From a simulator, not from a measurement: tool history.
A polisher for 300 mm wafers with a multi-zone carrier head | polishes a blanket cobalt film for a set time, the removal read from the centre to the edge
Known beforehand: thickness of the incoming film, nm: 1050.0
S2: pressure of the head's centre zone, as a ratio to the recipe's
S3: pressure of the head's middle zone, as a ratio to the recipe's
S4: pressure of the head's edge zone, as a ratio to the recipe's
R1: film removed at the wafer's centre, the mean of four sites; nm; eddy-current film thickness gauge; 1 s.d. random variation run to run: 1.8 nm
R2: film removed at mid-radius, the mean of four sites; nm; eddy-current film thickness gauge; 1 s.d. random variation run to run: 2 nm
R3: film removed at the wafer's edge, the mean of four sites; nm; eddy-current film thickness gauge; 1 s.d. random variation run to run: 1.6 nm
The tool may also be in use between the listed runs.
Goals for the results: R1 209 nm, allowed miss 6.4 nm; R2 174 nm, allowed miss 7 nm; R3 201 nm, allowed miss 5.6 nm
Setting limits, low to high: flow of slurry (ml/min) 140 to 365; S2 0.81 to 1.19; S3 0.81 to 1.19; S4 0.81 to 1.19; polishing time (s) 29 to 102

{"run": 1, "day": 0.0, "flow of slurry (ml/min)": 235, "S2": 1, "S3": 1, "S4": 1, "polishing time (s)": 65, "R1": 298.52, "R2": 299.8, "R3": 299.48}
{"run": 2, "day": 0.071, "flow of slurry (ml/min)": 290, "S2": 1, "S3": 1, "S4": 1, "polishing time (s)": 65, "R1": 305.18, "R2": 302.86, "R3": 307.83}
{"run": 3, "day": 0.104, "flow of slurry (ml/min)": 290, "S2": 1, "S3": 1, "S4": 1.07, "polishing time (s)": 65, "R1": 305.24, "R2": 302.91, "R3": 314.68}
{"run": 4, "day": 0.367, "flow of slurry (ml/min)": 285, "S2": 1.01, "S3": 0.96, "S4": 1.04, "polishing time (s)": 58, "R1": 273.41, "R2": 263.05, "R3": 279.68}
{"run": 5, "day": 0.542, "flow of slurry (ml/min)": 285, "S2": 1.09, "S3": 0.96, "S4": 1.04, "polishing time (s)": 58, "R1": 290.6, "R2": 266.36, "R3": 279.03}
{"run": 6, "day": 0.879, "flow of slurry (ml/min)": 320, "S2": 1.09, "S3": 0.96, "S4": 1.04, "polishing time (s)": 58, "R1": 298.02, "R2": 260.83, "R3": 283.29}
{"run": 7, "day": 1.104, "flow of slurry (ml/min)": 320, "S2": 1.09, "S3": 0.96, "S4": 1.04, "polishing time (s)": 58, "R1": 300.7, "R2": 275.3, "R3": 281.04}
{"run": 8, "day": 1.354, "flow of slurry (ml/min)": 305, "S2": 1.09, "S3": 0.92, "S4": 1.02, "polishing time (s)": 53, "R1": 270.26, "R2": 238.4, "R3": 250.19}

Exercise: of the 5 proposed moves below, exactly one satisfies all targets within the stated allowed misses. Which move is it?
{"run": "A", "day": 1.604, "flow of slurry (ml/min)": 265, "S2": 0.93, "S3": 1.02, "S4": 1.06, "polishing time (s)": 75, "R1": "?", "R2": "?", "R3": "?"}
{"run": "B", "day": 1.604, "flow of slurry (ml/min)": 280, "S2": 1.05, "S3": 0.84, "S4": 1.08, "polishing time (s)": 43, "R1": "?", "R2": "?", "R3": "?"}
{"run": "C", "day": 1.604, "flow of slurry (ml/min)": 320, "S2": 1.12, "S3": 1.06, "S4": 0.93, "polishing time (s)": 75, "R1": "?", "R2": "?", "R3": "?"}
{"run": "D", "day": 1.604, "flow of slurry (ml/min)": 265, "S2": 1.08, "S3": 0.86, "S4": 1.05, "polishing time (s)": 42, "R1": "?", "R2": "?", "R3": "?"}
{"run": "E", "day": 1.604, "flow of slurry (ml/min)": 305, "S2": 1.04, "S3": 0.81, "S4": 1.18, "polishing time (s)": 39, "R1": "?", "R2": "?", "R3": "?"}

move=A R1=326.58 R2=359 R3=359.39
move=B R1=212.54 R2=175.86 R3=209.31
move=C R1=401.39 R2=376.96 R3=341.66
move=D R1=212.39 R2=174.2 R3=200.75
move=E R1=192.5 R2=156.01 R3=199.89
A: lands further from the targets than the last run did
B: puts the biggest miss on target and leaves a different result outside tolerance
C: lands further from the targets than the last run did
D: in spec on every target
E: takes the biggest miss from the last run beyond its target
Move D is the one to make.

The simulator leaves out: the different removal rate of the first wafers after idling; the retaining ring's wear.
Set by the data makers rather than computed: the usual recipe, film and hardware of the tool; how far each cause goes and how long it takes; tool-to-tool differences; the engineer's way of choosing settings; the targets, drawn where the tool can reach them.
